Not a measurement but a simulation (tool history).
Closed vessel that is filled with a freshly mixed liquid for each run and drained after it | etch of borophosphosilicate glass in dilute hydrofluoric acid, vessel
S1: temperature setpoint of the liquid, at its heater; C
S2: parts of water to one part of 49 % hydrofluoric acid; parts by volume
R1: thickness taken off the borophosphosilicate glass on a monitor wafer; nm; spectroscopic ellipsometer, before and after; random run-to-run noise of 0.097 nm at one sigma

Run 1, hour 0: S1 21 C, S2 125 parts by volume, time in the liquid (s) 100. Result: R1 26.885 nm.
Run 2, hour 7.9: S1 21 C, S2 95 parts by volume, time in the liquid (s) 100. Result: R1 36.793 nm.
Run 3, hour 10.6: S1 24 C, S2 95 parts by volume, time in the liquid (s) 100. Result: R1 41.013 nm.
Run 4, hour 18.9: S1 22.5 C, S2 105 parts by volume, time in the liquid (s) 100. Result: R1 34.818 nm.
Run 5, hour 27.5: S1 20 C, S2 105 parts by volume, time in the liquid (s) 100. Result: R1 31.504 nm.
Run 6, hour 31.5: S1 20 C, S2 140 parts by volume, time in the liquid (s) 100. Result: R1 22.681 nm.
Run 7, hour 36.7: S1 19.5 C, S2 140 parts by volume, time in the liquid (s) 100. Result: R1 22.174 nm.

Run 8, settings as shown, results not yet in. Your forecast:
Run 8, hour 43.7: S1 19 C, S2 140 parts by volume, time in the liquid (s) 100. Result: R1 ?.

{"run 8": {"R1": 21.669}}

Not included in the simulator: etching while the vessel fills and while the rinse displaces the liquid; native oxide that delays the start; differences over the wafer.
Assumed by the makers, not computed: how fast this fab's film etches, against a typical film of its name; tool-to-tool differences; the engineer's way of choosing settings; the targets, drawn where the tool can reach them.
